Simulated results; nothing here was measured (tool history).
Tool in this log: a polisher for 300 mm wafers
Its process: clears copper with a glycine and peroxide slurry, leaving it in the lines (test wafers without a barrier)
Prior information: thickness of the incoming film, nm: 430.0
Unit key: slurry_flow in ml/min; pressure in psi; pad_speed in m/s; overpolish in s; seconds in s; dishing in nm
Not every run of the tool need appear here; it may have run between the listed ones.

| run | hour | slurry_flow | pressure | pad_speed | overpolish | seconds | dishing |
|---|---|---|---|---|---|---|---|
| 1 | 0 | 135 | 1.8 | 1.26 | 19 | 93.885 | 55.392 |
| 2 | 6 | 130 | 1.7 | 1.24 | 21 | 99.877 | 56.676 |
| 3 | 9.8 | 125 | 1.6 | 1.22 | 23 | 107.69 | 58.756 |
| 4 | 17.2 | 120 | 1.5 | 1.22 | 24 | 115.93 | 56.928 |
| 5 | 18.1 | 115 | 1.4 | 1.22 | 25 | 120.28 | 56.36 |
| 6 | 21.1 | 115 | 1.4 | 1.22 | 30 | 121.89 | 63.583 |
| 7 | 28 | 110 | 1.3 | 1.22 | 31 | 130.18 | 62.329 |
| 8 | 29.6 | 105 | 1.3 | 1.22 | 32 | 133.03 | 62.614 |

The next listed run, before its measurement:
| 9 | 37.6 | 100 | 1.3 | 1.22 | 32 | ? | ? |

{"run 9": {"seconds": 131.92, "dishing": 62.846}}
